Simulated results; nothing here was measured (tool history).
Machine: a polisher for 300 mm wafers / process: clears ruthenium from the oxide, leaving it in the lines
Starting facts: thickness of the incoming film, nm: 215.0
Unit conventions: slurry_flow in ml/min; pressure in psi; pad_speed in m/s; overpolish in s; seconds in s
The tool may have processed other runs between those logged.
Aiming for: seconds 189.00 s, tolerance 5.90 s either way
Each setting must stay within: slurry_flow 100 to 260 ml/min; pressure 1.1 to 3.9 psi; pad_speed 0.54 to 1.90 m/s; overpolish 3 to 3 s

Run 1, hour 0.0: slurry_flow 165 ml/min, pressure 2.5 psi, pad_speed 1.22 m/s, overpolish 3 s. Result: seconds 152.35 s.
Run 2, hour 2.7: slurry_flow 135 ml/min, pressure 2.5 psi, pad_speed 1.22 m/s, overpolish 3 s. Result: seconds 157.04 s.
Run 3, hour 7.8: slurry_flow 135 ml/min, pressure 2.9 psi, pad_speed 1.22 m/s, overpolish 3 s. Result: seconds 136.01 s.
Run 4, hour 16.3: slurry_flow 100 ml/min, pressure 2.9 psi, pad_speed 1.22 m/s, overpolish 3 s. Result: seconds 140.89 s.
Run 5, hour 21.0: slurry_flow 100 ml/min, pressure 2.7 psi, pad_speed 1.22 m/s, overpolish 3 s. Result: seconds 151.70 s.
Run 6, hour 25.5: slurry_flow 100 ml/min, pressure 2.5 psi, pad_speed 1.22 m/s, overpolish 3 s. Result: seconds 163.64 s.
Run 7, hour 31.6: slurry_flow 100 ml/min, pressure 2.4 psi, pad_speed 1.22 m/s, overpolish 3 s. Result: seconds 168.67 s.
Run 8, hour 36.8: slurry_flow 100 ml/min, pressure 2.3 psi, pad_speed 1.22 m/s, overpolish 3 s. Result: seconds 175.81 s.

Which of these 4 next moves meets every target?
Run A, hour 42.0: slurry_flow 105 ml/min, pressure 2.2 psi, pad_speed 1.36 m/s, overpolish 3 s. Result: seconds ?.
Run B, hour 42.0: slurry_flow 115 ml/min, pressure 2.1 psi, pad_speed 1.32 m/s, overpolish 3 s. Result: seconds ?.
Run C, hour 42.0: slurry_flow 100 ml/min, pressure 2.0 psi, pad_speed 1.30 m/s, overpolish 3 s. Result: seconds ?.
Run D, hour 42.0: slurry_flow 100 ml/min, pressure 2.3 psi, pad_speed 1.26 m/s, overpolish 3 s. Result: seconds ?.

move  seconds
   A   165.03
   B   175.32
   C   190.43
   D   171.53
A: lands further from the targets than the last run did
B: about as far from the targets as the last run
C: all results land within tolerance of their targets
D: lands further from the targets than the last run did
C meets every target.

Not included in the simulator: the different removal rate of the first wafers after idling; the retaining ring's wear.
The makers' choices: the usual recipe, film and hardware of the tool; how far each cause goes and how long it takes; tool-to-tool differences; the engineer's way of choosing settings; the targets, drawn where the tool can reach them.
